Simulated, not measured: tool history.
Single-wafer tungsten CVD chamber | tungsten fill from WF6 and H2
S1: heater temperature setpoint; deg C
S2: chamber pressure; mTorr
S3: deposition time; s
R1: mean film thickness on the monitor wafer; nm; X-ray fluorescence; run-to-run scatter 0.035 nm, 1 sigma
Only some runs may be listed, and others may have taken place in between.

run 1 hour=0 | S1=380 S2=34900 S3=7.16 | R1=13.374
run 2 hour=1.1 | S1=388 S2=34900 S3=7.16 | R1=15.606
run 3 hour=4.4 | S1=378 S2=34900 S3=7.16 | R1=12.938
run 4 hour=8.4 | S1=375 S2=34400 S3=7.15 | R1=11.989
run 5 hour=10.2 | S1=375 S2=34400 S3=7.16 | R1=12.01
run 6 hour=17.4 | S1=375 S2=38500 S3=7.16 | R1=12.553
run 7 hour=22.3 | S1=372 S2=38000 S3=7.14 | R1=11.732
run 8 hour=29.2 | S1=370 S2=37600 S3=7.13 | R1=11.211
run 9 hour=37.2 | S1=370 S2=37600 S3=7.13 | R1=11.214

Run 10 has not been measured yet. What should we expect?
run 10 hour=42.1 | S1=368 S2=37300 S3=7.12 | R1=?

Run 10 came out at R1 10.711 nm.

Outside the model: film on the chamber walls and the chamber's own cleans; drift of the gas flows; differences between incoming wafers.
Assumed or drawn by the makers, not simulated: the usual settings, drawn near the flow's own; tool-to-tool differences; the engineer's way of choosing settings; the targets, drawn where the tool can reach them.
